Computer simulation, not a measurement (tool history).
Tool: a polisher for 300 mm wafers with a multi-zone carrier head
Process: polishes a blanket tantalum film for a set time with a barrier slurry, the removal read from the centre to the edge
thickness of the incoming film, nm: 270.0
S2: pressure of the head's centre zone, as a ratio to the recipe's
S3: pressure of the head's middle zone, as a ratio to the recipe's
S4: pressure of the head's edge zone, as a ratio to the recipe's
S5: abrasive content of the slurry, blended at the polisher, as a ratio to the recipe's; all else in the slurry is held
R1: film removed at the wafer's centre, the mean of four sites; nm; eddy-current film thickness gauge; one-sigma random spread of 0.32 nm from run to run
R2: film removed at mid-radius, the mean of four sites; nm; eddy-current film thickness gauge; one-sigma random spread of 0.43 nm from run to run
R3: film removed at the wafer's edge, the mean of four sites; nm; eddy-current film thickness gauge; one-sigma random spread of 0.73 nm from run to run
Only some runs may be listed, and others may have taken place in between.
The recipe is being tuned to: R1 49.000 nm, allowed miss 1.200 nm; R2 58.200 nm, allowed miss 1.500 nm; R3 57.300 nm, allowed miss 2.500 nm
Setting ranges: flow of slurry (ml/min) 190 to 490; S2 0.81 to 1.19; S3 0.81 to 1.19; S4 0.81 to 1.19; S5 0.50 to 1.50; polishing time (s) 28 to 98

Run 1, hour 0.0: flow of slurry (ml/min) 315, S2 1.00, S3 1.00, S4 1.00, S5 1.00, polishing time (s) 63. Result: R1 86.393 nm, R2 86.760 nm, R3 85.739 nm.
Run 2, hour 6.6: flow of slurry (ml/min) 305, S2 0.96, S3 0.99, S4 0.98, S5 0.90, polishing time (s) 61. Result: R1 77.859 nm, R2 78.584 nm, R3 78.384 nm.
Run 3, hour 12.3: flow of slurry (ml/min) 295, S2 0.93, S3 1.00, S4 0.99, S5 0.85, polishing time (s) 59. Result: R1 69.220 nm, R2 74.256 nm, R3 73.469 nm.
Run 4, hour 20.8: flow of slurry (ml/min) 285, S2 0.91, S3 1.00, S4 0.98, S5 0.80, polishing time (s) 59. Result: R1 65.671 nm, R2 71.531 nm, R3 71.315 nm.
Run 5, hour 29.4: flow of slurry (ml/min) 245, S2 0.91, S3 1.00, S4 0.98, S5 0.80, polishing time (s) 59. Result: R1 64.778 nm, R2 70.236 nm, R3 71.009 nm.
Run 6, hour 36.0: flow of slurry (ml/min) 245, S2 0.91, S3 1.00, S4 1.04, S5 0.80, polishing time (s) 59. Result: R1 64.754 nm, R2 70.402 nm, R3 71.168 nm.
Run 7, hour 43.9: flow of slurry (ml/min) 245, S2 0.84, S3 1.03, S4 1.02, S5 0.55, polishing time (s) 50. Result: R1 38.432 nm, R2 45.751 nm, R3 45.175 nm.
Run 8, hour 46.1: flow of slurry (ml/min) 235, S2 0.85, S3 1.04, S4 1.04, S5 0.60, polishing time (s) 50. Result: R1 41.711 nm, R2 50.155 nm, R3 49.903 nm.
Run 9, hour 54.2: flow of slurry (ml/min) 225, S2 0.95, S3 1.13, S4 1.14, S5 0.55, polishing time (s) 49. Result: R1 42.273 nm, R2 46.852 nm, R3 45.890 nm.
Run 10, hour 58.0: flow of slurry (ml/min) 245, S2 0.93, S3 1.11, S4 1.12, S5 0.60, polishing time (s) 49. Result: R1 45.267 nm, R2 50.880 nm, R3 49.786 nm.
Run 11, hour 65.4: flow of slurry (ml/min) 265, S2 0.92, S3 1.11, S4 1.13, S5 0.60, polishing time (s) 49. Result: R1 44.963 nm, R2 51.601 nm, R3 50.155 nm.
Run 12, hour 70.2: flow of slurry (ml/min) 310, S2 0.90, S3 1.12, S4 1.19, S5 0.85, polishing time (s) 50. Result: R1 57.730 nm, R2 67.730 nm, R3 67.759 nm.
Run 13, hour 77.6: flow of slurry (ml/min) 290, S2 0.90, S3 1.12, S4 1.18, S5 0.85, polishing time (s) 50. Result: R1 57.148 nm, R2 66.691 nm, R3 65.765 nm.
Run 14, hour 84.7: flow of slurry (ml/min) 275, S2 0.89, S3 1.11, S4 1.17, S5 0.85, polishing time (s) 50. Result: R1 56.497 nm, R2 65.911 nm, R3 66.687 nm.
Run 15, hour 88.0: flow of slurry (ml/min) 265, S2 0.89, S3 1.11, S4 1.15, S5 0.85, polishing time (s) 50. Result: R1 55.960 nm, R2 65.445 nm, R3 66.683 nm.
Run 16, hour 89.3: flow of slurry (ml/min) 340, S2 0.84, S3 1.07, S4 1.05, S5 0.60, polishing time (s) 49. Result: R1 42.517 nm, R2 51.364 nm, R3 51.092 nm.
Run 17, hour 97.8: flow of slurry (ml/min) 360, S2 0.85, S3 1.08, S4 1.06, S5 0.60, polishing time (s) 49. Result: R1 43.236 nm, R2 52.161 nm, R3 49.667 nm.
Run 18, hour 99.2: flow of slurry (ml/min) 365, S2 0.85, S3 1.08, S4 1.08, S5 0.60, polishing time (s) 49. Result: R1 43.367 nm, R2 51.717 nm, R3 50.329 nm.
Run 19, hour 101.1: flow of slurry (ml/min) 365, S2 0.85, S3 1.09, S4 1.09, S5 0.60, polishing time (s) 49. Result: R1 43.537 nm, R2 52.261 nm, R3 51.504 nm.
Run 20, hour 106.8: flow of slurry (ml/min) 375, S2 0.86, S3 1.10, S4 1.10, S5 0.60, polishing time (s) 49. Result: R1 43.976 nm, R2 53.126 nm, R3 51.942 nm.
Run 21, hour 114.6: flow of slurry (ml/min) 385, S2 0.87, S3 1.11, S4 1.11, S5 0.60, polishing time (s) 49. Result: R1 44.572 nm, R2 53.491 nm, R3 51.919 nm.
Run 22, hour 117.8: flow of slurry (ml/min) 395, S2 0.87, S3 1.11, S4 1.12, S5 0.60, polishing time (s) 49. Result: R1 44.072 nm, R2 52.355 nm, R3 51.184 nm.

Consider the 4 candidate settings below. Which is the only one whose results all fall within their allowed miss of target?
Run A, hour 121.0: flow of slurry (ml/min) 390, S2 0.85, S3 1.06, S4 1.06, S5 0.60, polishing time (s) 55. Result: R1 ?, R2 ?, R3 ?.
Run B, hour 121.0: flow of slurry (ml/min) 365, S2 0.87, S3 1.17, S4 1.13, S5 0.55, polishing time (s) 45. Result: R1 ?, R2 ?, R3 ?.
Run C, hour 121.0: flow of slurry (ml/min) 405, S2 0.91, S3 0.82, S4 1.19, S5 0.55, polishing time (s) 54. Result: R1 ?, R2 ?, R3 ?.
Run D, hour 121.0: flow of slurry (ml/min) 365, S2 0.85, S3 1.12, S4 1.17, S5 0.65, polishing time (s) 54. Result: R1 ?, R2 ?, R3 ?.

move      R1      R2      R3
   A  49.339  58.818  57.504
   B  37.918  46.484  44.268
   C  47.956  47.244  54.718
   D  51.361  63.001  62.274
A: each result inside its tolerance
B: further off than the last run
C: brings the result that was furthest off to its target, and leaves another outside
D: moves the result that the last run missed by most past its target, out the other side
Go with A: it meets all targets.
